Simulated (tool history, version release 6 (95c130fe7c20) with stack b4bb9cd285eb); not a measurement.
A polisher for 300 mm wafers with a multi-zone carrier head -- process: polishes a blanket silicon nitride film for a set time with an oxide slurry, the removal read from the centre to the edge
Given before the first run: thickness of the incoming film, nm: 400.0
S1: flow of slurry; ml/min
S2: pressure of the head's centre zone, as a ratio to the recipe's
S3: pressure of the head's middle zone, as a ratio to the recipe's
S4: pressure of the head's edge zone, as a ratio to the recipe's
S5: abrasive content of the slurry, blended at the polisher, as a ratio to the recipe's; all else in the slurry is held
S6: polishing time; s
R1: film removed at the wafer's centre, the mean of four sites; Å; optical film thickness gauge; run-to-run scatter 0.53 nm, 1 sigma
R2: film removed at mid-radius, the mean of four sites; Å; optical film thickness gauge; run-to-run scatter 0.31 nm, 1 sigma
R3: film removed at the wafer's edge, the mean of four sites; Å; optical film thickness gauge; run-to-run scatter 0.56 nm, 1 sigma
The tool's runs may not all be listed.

{"run": 1, "hour": 0.0, "S1": 285, "S2": 1.0, "S3": 1.0, "S4": 1.0, "S5": 1.0, "S6": 37, "R1": 318.51, "R2": 315.83, "R3": 322.17}
{"run": 2, "hour": 3.4, "S1": 285, "S2": 1.0, "S3": 1.0, "S4": 1.04, "S5": 1.0, "S6": 37, "R1": 312.55, "R2": 316.35, "R3": 323.0}
{"run": 3, "hour": 9.1, "S1": 285, "S2": 1.01, "S3": 0.98, "S4": 1.05, "S5": 1.1, "S6": 37, "R1": 337.03, "R2": 330.29, "R3": 340.36}
{"run": 4, "hour": 15.8, "S1": 285, "S2": 1.01, "S3": 0.98, "S4": 1.05, "S5": 1.1, "S6": 32, "R1": 293.13, "R2": 287.4, "R3": 288.21}
{"run": 5, "hour": 19.7, "S1": 275, "S2": 1.0, "S3": 0.95, "S4": 1.06, "S5": 1.2, "S6": 34, "R1": 318.28, "R2": 307.73, "R3": 328.13}
{"run": 6, "hour": 26.0, "S1": 275, "S2": 1.0, "S3": 0.95, "S4": 1.06, "S5": 1.2, "S6": 28, "R1": 258.62, "R2": 253.26, "R3": 270.35}

Run 7 is up next; what results do you expect?
{"run": 7, "hour": 29.6, "S1": 260, "S2": 1.0, "S3": 0.94, "S4": 1.06, "S5": 1.25, "S6": 30, "R1": "?", "R2": "?", "R3": "?"}

Run 7 measured R1 282.42 Å, R2 269.32 Å, R3 294.18 Å.
